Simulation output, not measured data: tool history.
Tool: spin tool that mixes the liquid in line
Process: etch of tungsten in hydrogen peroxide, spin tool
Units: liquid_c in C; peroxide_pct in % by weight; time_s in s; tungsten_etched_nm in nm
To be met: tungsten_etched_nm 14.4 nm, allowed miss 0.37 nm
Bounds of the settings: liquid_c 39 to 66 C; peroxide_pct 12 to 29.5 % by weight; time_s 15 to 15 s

run,hour,liquid_c,peroxide_pct,time_s,tungsten_etched_nm
1,0,55,20,15,28.4
2,8.2,55,20,15,28.585
3,9.8,55,18.5,15,27.289
4,13.9,55,21,15,29.196
5,14.6,55,18,15,26.938
6,22.6,51.5,18,15,21.843
7,25.4,49,18,15,18.6
8,30.6,47.5,18,15,17.066

Which of these 5 next moves meets every target?
A,35.8,50,16.5,15,?
B,35.8,51,17.5,15,?
C,35.8,51.5,16,15,?
D,35.8,43.5,21.5,15,?
E,35.8,51.5,14,15,?

move,tungsten_etched_nm
A,19.082
B,20.886
C,20.586
D,14.522
E,19.256
A: further off than the last run
B: further off than the last run
C: further off than the last run
D: meets every target
E: further off than the last run
The right move is D.

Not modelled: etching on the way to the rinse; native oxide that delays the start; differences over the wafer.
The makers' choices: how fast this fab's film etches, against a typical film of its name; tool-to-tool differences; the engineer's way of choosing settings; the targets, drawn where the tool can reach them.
